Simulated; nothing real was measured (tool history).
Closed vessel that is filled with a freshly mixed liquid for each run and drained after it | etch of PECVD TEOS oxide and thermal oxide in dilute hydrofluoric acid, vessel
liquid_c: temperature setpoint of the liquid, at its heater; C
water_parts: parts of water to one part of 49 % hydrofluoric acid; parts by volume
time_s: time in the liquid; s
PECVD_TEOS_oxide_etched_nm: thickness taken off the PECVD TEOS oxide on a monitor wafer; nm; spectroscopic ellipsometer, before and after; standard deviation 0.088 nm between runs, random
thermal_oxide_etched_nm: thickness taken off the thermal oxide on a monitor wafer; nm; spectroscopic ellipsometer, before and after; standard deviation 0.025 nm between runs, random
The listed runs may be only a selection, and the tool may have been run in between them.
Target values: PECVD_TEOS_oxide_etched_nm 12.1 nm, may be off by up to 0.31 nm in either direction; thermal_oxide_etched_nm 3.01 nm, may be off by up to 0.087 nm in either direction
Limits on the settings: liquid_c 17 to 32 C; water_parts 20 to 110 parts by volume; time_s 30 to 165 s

{"run": 1, "hour": 0.0, "liquid_c": 24, "water_parts": 60, "time_s": 85, "PECVD_TEOS_oxide_etched_nm": 23.94, "thermal_oxide_etched_nm": 5.8391}
{"run": 2, "hour": 6.3, "liquid_c": 23, "water_parts": 65, "time_s": 85, "PECVD_TEOS_oxide_etched_nm": 20.94, "thermal_oxide_etched_nm": 5.2519}
{"run": 3, "hour": 8.7, "liquid_c": 23, "water_parts": 80, "time_s": 85, "PECVD_TEOS_oxide_etched_nm": 16.524, "thermal_oxide_etched_nm": 4.1528}
{"run": 4, "hour": 12.0, "liquid_c": 22.5, "water_parts": 80, "time_s": 85, "PECVD_TEOS_oxide_etched_nm": 16.367, "thermal_oxide_etched_nm": 4.0603}
{"run": 5, "hour": 14.8, "liquid_c": 22, "water_parts": 80, "time_s": 85, "PECVD_TEOS_oxide_etched_nm": 16.216, "thermal_oxide_etched_nm": 3.9833}
{"run": 6, "hour": 22.6, "liquid_c": 21.5, "water_parts": 80, "time_s": 85, "PECVD_TEOS_oxide_etched_nm": 15.764, "thermal_oxide_etched_nm": 3.9609}
{"run": 7, "hour": 26.5, "liquid_c": 21, "water_parts": 80, "time_s": 85, "PECVD_TEOS_oxide_etched_nm": 15.24, "thermal_oxide_etched_nm": 3.8007}
{"run": 8, "hour": 31.6, "liquid_c": 20.5, "water_parts": 80, "time_s": 85, "PECVD_TEOS_oxide_etched_nm": 14.918, "thermal_oxide_etched_nm": 3.742}
{"run": 9, "hour": 38.5, "liquid_c": 20, "water_parts": 80, "time_s": 85, "PECVD_TEOS_oxide_etched_nm": 14.872, "thermal_oxide_etched_nm": 3.6711}
{"run": 10, "hour": 40.1, "liquid_c": 19.5, "water_parts": 80, "time_s": 85, "PECVD_TEOS_oxide_etched_nm": 14.521, "thermal_oxide_etched_nm": 3.5748}

Exactly one of the 4 candidate moves below puts every result within its allowed miss. Which one?
{"run": "A", "hour": 41.7, "liquid_c": 20, "water_parts": 90, "time_s": 85, "PECVD_TEOS_oxide_etched_nm": "?", "thermal_oxide_etched_nm": "?"}
{"run": "B", "hour": 41.7, "liquid_c": 21.5, "water_parts": 85, "time_s": 75, "PECVD_TEOS_oxide_etched_nm": "?", "thermal_oxide_etched_nm": "?"}
{"run": "C", "hour": 41.7, "liquid_c": 21.5, "water_parts": 95, "time_s": 75, "PECVD_TEOS_oxide_etched_nm": "?", "thermal_oxide_etched_nm": "?"}
{"run": "D", "hour": 41.7, "liquid_c": 18.5, "water_parts": 80, "time_s": 75, "PECVD_TEOS_oxide_etched_nm": "?", "thermal_oxide_etched_nm": "?"}

move=A PECVD_TEOS_oxide_etched_nm=13.088 thermal_oxide_etched_nm=3.1992
move=B PECVD_TEOS_oxide_etched_nm=13.081 thermal_oxide_etched_nm=3.1976
move=C PECVD_TEOS_oxide_etched_nm=11.567 thermal_oxide_etched_nm=2.8276
move=D PECVD_TEOS_oxide_etched_nm=12.341 thermal_oxide_etched_nm=3.0166
A: nearer than the last run, and not there yet
B: nearer than the last run, and not there yet
C: takes the result that was furthest off past its target
D: all results land within tolerance of their targets
D is the move that brings every result within its allowed miss.
